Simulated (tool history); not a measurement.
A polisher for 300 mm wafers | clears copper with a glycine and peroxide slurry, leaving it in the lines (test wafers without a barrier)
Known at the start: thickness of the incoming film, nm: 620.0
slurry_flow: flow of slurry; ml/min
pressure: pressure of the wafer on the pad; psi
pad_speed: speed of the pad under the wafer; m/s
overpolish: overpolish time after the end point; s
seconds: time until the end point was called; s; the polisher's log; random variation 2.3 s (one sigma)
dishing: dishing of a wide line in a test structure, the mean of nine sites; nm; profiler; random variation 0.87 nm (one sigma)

run 1 hour=0.0 | slurry_flow=315 pressure=3.5 pad_speed=0.84 overpolish=17 | seconds=119.13 dishing=59.420
run 2 hour=0.6 | slurry_flow=315 pressure=3.9 pad_speed=0.84 overpolish=17 | seconds=111.22 dishing=62.657
run 3 hour=6.0 | slurry_flow=315 pressure=3.6 pad_speed=0.84 overpolish=19 | seconds=121.56 dishing=66.222
run 4 hour=14.8 | slurry_flow=315 pressure=3.6 pad_speed=0.84 overpolish=23 | seconds=120.53 dishing=75.648
run 5 hour=23.6 | slurry_flow=315 pressure=3.0 pad_speed=0.84 overpolish=23 | seconds=137.12 dishing=67.882
run 6 hour=31.9 | slurry_flow=315 pressure=2.9 pad_speed=0.84 overpolish=24 | seconds=139.20 dishing=68.704

Run 7 comes next. What will it give?
run 7 hour=34.6 | slurry_flow=315 pressure=2.9 pad_speed=0.84 overpolish=24 | seconds=? dishing=?

Run 7 gave seconds 138.06 s, dishing 69.777 nm.
